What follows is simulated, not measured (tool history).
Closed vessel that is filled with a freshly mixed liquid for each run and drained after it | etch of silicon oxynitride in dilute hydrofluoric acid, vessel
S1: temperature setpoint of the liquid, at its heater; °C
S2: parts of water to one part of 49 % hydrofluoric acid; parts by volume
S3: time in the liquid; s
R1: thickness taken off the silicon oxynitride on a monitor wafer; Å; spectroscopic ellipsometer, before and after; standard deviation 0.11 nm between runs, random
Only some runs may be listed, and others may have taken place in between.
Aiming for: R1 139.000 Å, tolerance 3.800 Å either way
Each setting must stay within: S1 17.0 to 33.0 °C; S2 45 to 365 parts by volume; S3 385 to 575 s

run  hour    S1   S2   S3       R1
  1   0.0  25.0  205  575   52.856
  2   4.2  25.0  205  575   53.033
  3  13.1  27.0  180  575   67.778
  4  15.6  27.0  155  575   79.958
  5  21.2  28.5  145  575   92.340
  6  28.0  29.5  140  575   99.835
  7  30.0  33.0  105  575  162.470
  8  33.2  30.5  105  575  145.670

Consider the 4 candidate settings below. Which is the only one whose results all fall within their allowed miss of target?
  A  36.4  29.5  105  575   ?
  B  36.4  30.0   95  575   ?
  C  36.4  31.0  100  575   ?
  D  36.4  30.5   95  565   ?

move       R1
   A  137.110
   B  156.460
   C  154.740
   D  157.250
A: all results land within tolerance of their targets
B: further off than the last run
C: further off than the last run
D: further off than the last run
Answer: A
